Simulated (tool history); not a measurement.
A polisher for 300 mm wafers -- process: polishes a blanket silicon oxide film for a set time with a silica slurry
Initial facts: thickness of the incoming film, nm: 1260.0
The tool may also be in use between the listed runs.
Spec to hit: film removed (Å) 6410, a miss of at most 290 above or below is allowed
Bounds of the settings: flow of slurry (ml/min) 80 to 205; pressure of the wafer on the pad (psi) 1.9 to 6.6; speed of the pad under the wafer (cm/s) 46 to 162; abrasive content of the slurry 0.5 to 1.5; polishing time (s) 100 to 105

| run | hour | flow of slurry (ml/min) | pressure of the wafer on the pad (psi) | speed of the pad under the wafer (cm/s) | abrasive content of the slurry | polishing time (s) | film removed (Å) |
|---|---|---|---|---|---|---|---|
| 1 | 0 | 135 | 4.2 | 104 | 1 | 100 | 3164.4 |
| 2 | 8.5 | 160 | 4.2 | 104 | 1 | 100 | 3174.7 |
| 3 | 17.2 | 160 | 4.9 | 110 | 1 | 100 | 3687 |
| 4 | 25 | 160 | 4.9 | 96 | 1 | 100 | 3352.3 |
| 5 | 27.5 | 160 | 4.9 | 96 | 1 | 105 | 3466.8 |
| 6 | 33.6 | 160 | 5.4 | 108 | 1 | 105 | 4006.6 |
| 7 | 40.2 | 160 | 5.7 | 122 | 1.05 | 105 | 4850.3 |
| 8 | 44.4 | 160 | 5.9 | 128 | 1.05 | 105 | 5008 |
| 9 | 48.7 | 160 | 6.1 | 134 | 1.05 | 105 | 5478.8 |
| 10 | 50.1 | 160 | 6.2 | 138 | 1.05 | 105 | 5435.7 |
| 11 | 56.4 | 160 | 6.3 | 144 | 1.05 | 105 | 5682.9 |
| 12 | 58.5 | 160 | 6.4 | 148 | 1.05 | 105 | 6005.7 |

Pick the move, out of 5, that brings all results within their allowed miss; only one does.
| A | 60.6 | 175 | 6.5 | 132 | 0.95 | 105 | ? |
| B | 60.6 | 190 | 6.5 | 160 | 1 | 104 | ? |
| C | 60.6 | 160 | 6.6 | 146 | 1.05 | 100 | ? |
| D | 60.6 | 145 | 6.6 | 144 | 0.95 | 105 | ? |
| E | 60.6 | 185 | 6.3 | 140 | 1 | 105 | ? |

| move | film removed (Å) |
|---|---|
| A | 5377.5 |
| B | 6410.9 |
| C | 5741.6 |
| D | 5644.4 |
| E | 5668.9 |
A: further off than the last run
B: hits every target within its allowed miss
C: further off than the last run
D: further off than the last run
E: further off than the last run
B is the move that brings every result within its allowed miss.
